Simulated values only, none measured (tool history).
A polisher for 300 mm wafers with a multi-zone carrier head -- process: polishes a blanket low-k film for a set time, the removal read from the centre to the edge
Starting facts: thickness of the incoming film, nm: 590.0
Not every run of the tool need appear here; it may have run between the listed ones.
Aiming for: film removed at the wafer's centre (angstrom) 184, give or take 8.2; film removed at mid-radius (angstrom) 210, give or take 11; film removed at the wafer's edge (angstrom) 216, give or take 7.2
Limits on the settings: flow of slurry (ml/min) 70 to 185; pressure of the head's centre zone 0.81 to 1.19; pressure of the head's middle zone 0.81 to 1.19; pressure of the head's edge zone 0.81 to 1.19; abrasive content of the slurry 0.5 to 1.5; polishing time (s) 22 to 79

run	hour	flow of slurry (ml/min)	pressure of the head's centre zone	pressure of the head's middle zone	pressure of the head's edge zone	abrasive content of the slurry	polishing time (s)	film removed at the wafer's centre (angstrom)	film removed at mid-radius (angstrom)	film removed at the wafer's edge (angstrom)
1	0	120	1	1	1	1	50	153.24	150.64	162.07
2	3.4	120	1	1	1	0.9	50	143.71	147.19	155.05
3	11.7	125	0.98	1.03	1.03	1	51	153.84	165.62	172.36
4	13.8	135	0.98	1.03	1.03	1	51	156.84	169.73	172.9
5	17.4	135	0.98	1.03	1.03	0.9	51	150.36	159.41	162.19
6	25.8	135	0.98	1.04	1.05	1	51	159.7	170.4	173.49
7	27.4	135	0.97	1.05	1.07	1.05	51	158.78	176.55	178.13
8	32	140	0.96	1.05	1.08	1.1	51	160.13	181.18	184.1
9	37.3	140	0.96	1.05	1.09	1.15	51	170.83	187.29	190.21
10	41.3	140	0.95	1.05	1.11	1.2	51	167.61	186.19	198.86
11	44.7	140	0.95	1.05	1.11	1.2	51	164.74	185.57	196.35
# hour 52.2: edge zone pressure recalibrated
12	52.2	145	0.95	1.05	1.12	1.2	51	170.62	190.55	187.62
13	56.9	140	0.96	1.07	1.12	1.25	51	176.39	198.17	188.56
14	59.8	145	0.95	1.06	1.12	1.25	51	171.34	187.12	185.96
15	65.1	140	0.95	1.06	1.13	1.3	51	175.05	194.04	193.83
16	69.3	145	0.94	1.06	1.14	1.35	51	172.39	198.71	197.43
17	74	145	0.94	1.06	1.14	1.35	51	176.77	199.81	197.84
18	79.8	145	0.93	1.06	1.15	1.4	51	173.27	203.82	199.57
19	84.7	145	0.93	1.05	1.16	1.4	51	178.76	196.46	201.63
20	90.8	145	0.92	1.05	1.16	1.4	51	173.56	207.09	200.91
21	91.8	145	0.92	1.04	1.17	1.4	51	175.82	198.21	202.46

Next run, 4 choices. One meets every target within its allowed miss, the rest don't. Which?
A	92.8	125	0.88	0.97	1.19	1.3	53	?	?	?
B	92.8	135	0.85	0.95	1.01	1.3	61	?	?	?
C	92.8	155	0.93	1.05	1.05	1.35	52	?	?	?
D	92.8	140	0.84	0.98	1.19	1.35	55	?	?	?

move	film removed at the wafer's centre (angstrom)	film removed at mid-radius (angstrom)	film removed at the wafer's edge (angstrom)
A	162.67	185.55	202.87
B	184.57	213.77	217.75
C	180.74	207.16	195.89
D	168.57	202.49	217.76
A: further off than the last run
B: all results land within tolerance of their targets
C: further off than the last run
D: meets the target for the result that was furthest off, but another lies outside its allowed miss
B meets every target.
